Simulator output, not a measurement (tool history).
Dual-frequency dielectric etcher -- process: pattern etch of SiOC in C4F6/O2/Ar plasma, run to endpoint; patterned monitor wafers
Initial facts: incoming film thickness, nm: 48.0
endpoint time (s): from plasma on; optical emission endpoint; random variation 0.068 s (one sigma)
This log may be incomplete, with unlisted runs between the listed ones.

| run | hour | bias power (kW) | source power (kW) | endpoint time (s) |
|---|---|---|---|---|
| 1 | 0.0 | 0.459 | 0.270 | 18.836 |
| 2 | 3.3 | 0.498 | 0.270 | 18.058 |
| 3 | 8.8 | 0.498 | 0.300 | 17.478 |
| 4 | 15.1 | 0.498 | 0.280 | 17.915 |
| 5 | 17.7 | 0.517 | 0.280 | 17.514 |
| 6 | 18.8 | 0.517 | 0.230 | 19.112 |
| 7 | 24.9 | 0.555 | 0.230 | 18.524 |

Run 8 has not been measured yet. What should we expect?
| 8 | 31.6 | 0.582 | 0.240 | ? |

{"run 8": {"endpoint time (s)": 17.735}}
